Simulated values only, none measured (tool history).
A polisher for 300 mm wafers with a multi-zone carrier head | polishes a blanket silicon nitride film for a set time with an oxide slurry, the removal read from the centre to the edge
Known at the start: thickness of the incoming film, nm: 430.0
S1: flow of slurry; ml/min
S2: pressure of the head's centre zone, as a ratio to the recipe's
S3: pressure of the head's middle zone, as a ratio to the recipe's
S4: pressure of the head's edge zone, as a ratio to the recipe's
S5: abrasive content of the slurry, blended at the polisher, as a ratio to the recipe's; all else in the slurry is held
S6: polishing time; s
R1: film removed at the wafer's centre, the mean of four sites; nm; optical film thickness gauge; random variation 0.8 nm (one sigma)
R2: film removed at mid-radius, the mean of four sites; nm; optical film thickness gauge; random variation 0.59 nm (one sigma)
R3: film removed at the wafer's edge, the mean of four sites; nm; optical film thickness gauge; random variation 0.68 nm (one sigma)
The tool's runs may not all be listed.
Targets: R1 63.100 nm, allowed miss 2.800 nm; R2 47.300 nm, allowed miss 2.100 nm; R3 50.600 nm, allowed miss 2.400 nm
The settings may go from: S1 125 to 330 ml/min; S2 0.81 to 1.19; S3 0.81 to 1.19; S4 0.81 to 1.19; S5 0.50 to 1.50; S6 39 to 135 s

run 1 hour=0.0 | S1=210 S2=1.00 S3=1.00 S4=1.00 S5=1.00 S6=87 | R1=68.946 R2=68.679 R3=67.737
run 2 hour=8.0 | S1=210 S2=1.03 S3=0.96 S4=0.97 S5=0.90 S6=86 | R1=66.165 R2=63.255 R3=63.184
run 3 hour=10.2 | S1=210 S2=1.07 S3=0.92 S4=0.95 S5=0.80 S6=85 | R1=61.188 R2=55.724 R3=57.419
run 4 hour=18.9 | S1=215 S2=1.10 S3=0.89 S4=0.92 S5=0.80 S6=84 | R1=64.705 R2=53.820 R3=57.022
run 5 hour=23.8 | S1=215 S2=1.10 S3=0.89 S4=0.92 S5=0.70 S6=84 | R1=58.020 R2=49.381 R3=51.375
run 6 hour=28.9 | S1=215 S2=1.07 S3=0.89 S4=0.92 S5=0.70 S6=84 | R1=57.259 R2=49.200 R3=52.605
run 7 hour=36.8 | S1=220 S2=1.10 S3=0.88 S4=0.91 S5=0.70 S6=84 | R1=58.213 R2=49.363 R3=51.016
run 8 hour=44.1 | S1=220 S2=1.12 S3=0.87 S4=0.91 S5=0.70 S6=84 | R1=60.505 R2=48.688 R3=51.622
-- hour=46.4 slurry nozzle cleaned
run 9 hour=46.4 | S1=220 S2=1.13 S3=0.86 S4=0.91 S5=0.70 S6=84 | R1=63.201 R2=50.243 R3=52.320

5 next moves are on the table. One of them brings every result within its allowed miss. Which?
run A hour=48.7 | S1=270 S2=1.17 S3=0.84 S4=0.85 S5=0.65 S6=84 | R1=? R2=? R3=?
run B hour=48.7 | S1=210 S2=1.03 S3=0.81 S4=0.93 S5=0.65 S6=94 | R1=? R2=? R3=?
run C hour=48.7 | S1=200 S2=1.09 S3=0.94 S4=0.94 S5=0.70 S6=84 | R1=? R2=? R3=?
run D hour=48.7 | S1=330 S2=1.18 S3=0.88 S4=1.08 S5=0.75 S6=76 | R1=? R2=? R3=?
run E hour=48.7 | S1=205 S2=1.07 S3=0.95 S4=0.95 S5=1.00 S6=71 | R1=? R2=? R3=?

move=A R1=63.187 R2=47.314 R3=49.418
move=B R1=60.049 R2=49.929 R3=56.282
move=C R1=59.519 R2=52.423 R3=52.962
move=D R1=65.212 R2=50.048 R3=56.217
move=E R1=61.664 R2=55.776 R3=56.097
A: meets every target
B: further off than the last run
C: further off than the last run
D: further off than the last run
E: further off than the last run
Move A is the one to make.
